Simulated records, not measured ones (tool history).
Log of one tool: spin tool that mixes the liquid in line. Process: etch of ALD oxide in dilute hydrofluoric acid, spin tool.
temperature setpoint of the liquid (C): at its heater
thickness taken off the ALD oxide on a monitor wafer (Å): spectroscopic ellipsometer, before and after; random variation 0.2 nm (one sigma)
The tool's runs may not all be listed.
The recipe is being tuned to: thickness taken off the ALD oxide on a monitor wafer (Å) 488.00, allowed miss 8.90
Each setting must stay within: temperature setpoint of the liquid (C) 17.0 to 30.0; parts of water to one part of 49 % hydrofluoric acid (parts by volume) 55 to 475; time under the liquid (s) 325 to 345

run,hour,temperature setpoint of the liquid (C),parts of water to one part of 49 % hydrofluoric acid (parts by volume),time under the liquid (s),thickness taken off the ALD oxide on a monitor wafer (Å)
1,0.0,22.0,265,325,145.71
2,0.9,24.0,210,325,209.77
3,3.5,24.0,165,325,279.75
4,6.3,24.0,165,325,279.89
5,15.1,24.0,240,325,177.38
6,19.4,25.5,200,325,233.57
7,25.3,26.5,170,325,296.87
8,31.6,30.0,100,325,625.55
9,37.8,29.0,100,325,607.98
10,40.1,28.0,100,325,580.03
11,41.7,27.0,100,325,562.13
12,44.6,23.0,100,325,477.51

Which of these 4 next moves meets every target?
A,47.5,26.0,120,345,?
B,47.5,24.5,110,345,?
C,47.5,22.5,95,335,?
D,47.5,24.5,110,330,?

move,thickness taken off the ALD oxide on a monitor wafer (Å)
A,460.87
B,480.30
C,507.90
D,459.41
A: lands further from the targets than the last run did
B: each result inside its tolerance
C: the result that was furthest off in the last run now lies on the other side of its target
D: lands further from the targets than the last run did
Move B is the one to make.

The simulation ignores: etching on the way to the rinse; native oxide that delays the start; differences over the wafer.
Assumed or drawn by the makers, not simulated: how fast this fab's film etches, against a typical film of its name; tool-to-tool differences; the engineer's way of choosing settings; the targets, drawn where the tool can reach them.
